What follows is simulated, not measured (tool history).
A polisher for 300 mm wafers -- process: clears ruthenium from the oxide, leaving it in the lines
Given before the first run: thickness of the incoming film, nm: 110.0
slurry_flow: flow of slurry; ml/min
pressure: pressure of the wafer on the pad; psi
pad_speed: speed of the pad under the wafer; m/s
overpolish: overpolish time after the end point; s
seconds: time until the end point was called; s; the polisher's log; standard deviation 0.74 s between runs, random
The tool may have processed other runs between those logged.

Run 1, day 0: slurry_flow 250 ml/min, pressure 2.3 psi, pad_speed 1.28 m/s, overpolish 7 s. Result: seconds 76.802 s.
Run 2, day 0.308: slurry_flow 250 ml/min, pressure 2.8 psi, pad_speed 1.28 m/s, overpolish 7 s. Result: seconds 63.807 s.
Run 3, day 0.533: slurry_flow 250 ml/min, pressure 3 psi, pad_speed 1.34 m/s, overpolish 7 s. Result: seconds 57.976 s.
Run 4, day 0.862: slurry_flow 250 ml/min, pressure 3.2 psi, pad_speed 1.4 m/s, overpolish 7 s. Result: seconds 54.232 s.
Run 5, day 0.892: slurry_flow 250 ml/min, pressure 3.5 psi, pad_speed 1.4 m/s, overpolish 7 s. Result: seconds 49.677 s.
Run 6, day 1.212: slurry_flow 205 ml/min, pressure 3.5 psi, pad_speed 1.4 m/s, overpolish 7 s. Result: seconds 49.291 s.
Run 7, day 1.446: slurry_flow 205 ml/min, pressure 3.5 psi, pad_speed 1.46 m/s, overpolish 7 s. Result: seconds 46.747 s.

Run 8, settings as shown, results not yet in. Your forecast:
Run 8, day 1.5: slurry_flow 205 ml/min, pressure 3.5 psi, pad_speed 1.5 m/s, overpolish 7 s. Result: seconds ?.

seconds: 45.469 s
